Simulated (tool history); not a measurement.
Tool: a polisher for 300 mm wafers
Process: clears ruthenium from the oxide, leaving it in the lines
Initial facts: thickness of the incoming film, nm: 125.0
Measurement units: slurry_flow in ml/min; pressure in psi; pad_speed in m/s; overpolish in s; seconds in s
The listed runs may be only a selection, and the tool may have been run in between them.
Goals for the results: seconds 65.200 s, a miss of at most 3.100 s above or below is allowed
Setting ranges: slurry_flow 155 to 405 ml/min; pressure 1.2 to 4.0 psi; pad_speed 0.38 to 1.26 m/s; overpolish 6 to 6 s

{"run": 1, "hour": 0.0, "slurry_flow": 260, "pressure": 2.6, "pad_speed": 0.82, "overpolish": 6, "seconds": 99.016}
{"run": 2, "hour": 5.4, "slurry_flow": 260, "pressure": 2.6, "pad_speed": 0.82, "overpolish": 6, "seconds": 101.6}
{"run": 3, "hour": 11.5, "slurry_flow": 260, "pressure": 2.4, "pad_speed": 0.82, "overpolish": 6, "seconds": 105.01}
{"run": 4, "hour": 19.2, "slurry_flow": 260, "pressure": 2.4, "pad_speed": 0.74, "overpolish": 6, "seconds": 116.94}
{"run": 5, "hour": 26.1, "slurry_flow": 260, "pressure": 2.8, "pad_speed": 0.76, "overpolish": 6, "seconds": 98.823}
{"hour": 29.9, "done": "slurry nozzle cleaned"}
{"run": 6, "hour": 29.9, "slurry_flow": 260, "pressure": 2.8, "pad_speed": 0.76, "overpolish": 6, "seconds": 96.315}
{"run": 7, "hour": 30.4, "slurry_flow": 260, "pressure": 3.0, "pad_speed": 0.76, "overpolish": 6, "seconds": 89.023}
{"run": 8, "hour": 37.2, "slurry_flow": 260, "pressure": 3.2, "pad_speed": 0.76, "overpolish": 6, "seconds": 84.298}
{"run": 9, "hour": 41.7, "slurry_flow": 260, "pressure": 3.4, "pad_speed": 0.76, "overpolish": 6, "seconds": 79.956}
{"run": 10, "hour": 47.9, "slurry_flow": 260, "pressure": 3.5, "pad_speed": 0.76, "overpolish": 6, "seconds": 80.334}
{"run": 11, "hour": 53.6, "slurry_flow": 260, "pressure": 3.5, "pad_speed": 0.76, "overpolish": 6, "seconds": 80.031}
{"run": 12, "hour": 57.3, "slurry_flow": 260, "pressure": 3.6, "pad_speed": 0.78, "overpolish": 6, "seconds": 74.996}
{"run": 13, "hour": 62.4, "slurry_flow": 260, "pressure": 3.7, "pad_speed": 0.78, "overpolish": 6, "seconds": 74.033}
{"run": 14, "hour": 65.2, "slurry_flow": 260, "pressure": 3.8, "pad_speed": 0.8, "overpolish": 6, "seconds": 71.092}

Consider the 5 candidate settings below. Which is the only one whose results all fall within their allowed miss of target?
{"run": "A", "hour": 68.0, "slurry_flow": 210, "pressure": 3.6, "pad_speed": 0.84, "overpolish": 6, "seconds": "?"}
{"run": "B", "hour": 68.0, "slurry_flow": 380, "pressure": 3.9, "pad_speed": 0.84, "overpolish": 6, "seconds": "?"}
{"run": "C", "hour": 68.0, "slurry_flow": 240, "pressure": 3.7, "pad_speed": 0.72, "overpolish": 6, "seconds": "?"}
{"run": "D", "hour": 68.0, "slurry_flow": 230, "pressure": 3.2, "pad_speed": 0.84, "overpolish": 6, "seconds": "?"}
{"run": "E", "hour": 68.0, "slurry_flow": 265, "pressure": 3.2, "pad_speed": 0.94, "overpolish": 6, "seconds": "?"}

move=A seconds=72.934
move=B seconds=64.627
move=C seconds=78.801
move=D seconds=80.442
move=E seconds=72.870
A: further off than the last run
B: all results land within tolerance of their targets
C: further off than the last run
D: further off than the last run
E: further off than the last run
B meets every target.

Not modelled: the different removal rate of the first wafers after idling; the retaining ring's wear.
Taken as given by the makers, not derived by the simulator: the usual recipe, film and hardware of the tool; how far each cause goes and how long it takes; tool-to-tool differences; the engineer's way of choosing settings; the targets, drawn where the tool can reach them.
